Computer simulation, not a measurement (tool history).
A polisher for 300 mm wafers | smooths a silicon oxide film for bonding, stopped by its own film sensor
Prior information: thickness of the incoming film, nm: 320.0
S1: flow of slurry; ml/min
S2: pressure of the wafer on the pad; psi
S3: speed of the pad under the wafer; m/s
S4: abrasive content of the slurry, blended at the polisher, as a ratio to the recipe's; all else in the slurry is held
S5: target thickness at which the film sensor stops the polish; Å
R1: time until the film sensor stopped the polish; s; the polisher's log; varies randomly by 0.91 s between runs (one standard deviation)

run	day	S1	S2	S3	S4	S5	R1
1	0.000	250	2.5	0.96	1.0	2730	66.700
2	0.062	250	2.5	0.96	0.8	2730	75.861
3	0.317	250	2.8	0.98	0.8	2730	66.633
4	0.425	250	2.8	0.98	0.9	2730	64.621
# day 0.621: slurry nozzle cleaned
5	0.621	195	2.8	0.98	0.9	2730	63.120
6	0.650	160	2.8	0.98	0.9	2730	66.100
7	0.871	160	3.0	1.00	0.9	2730	60.845

Estimate the outcome of run 8 from the log above:
8	1.025	160	3.2	1.02	0.9	2730	?

{"run 8": {"R1": 56.133}}
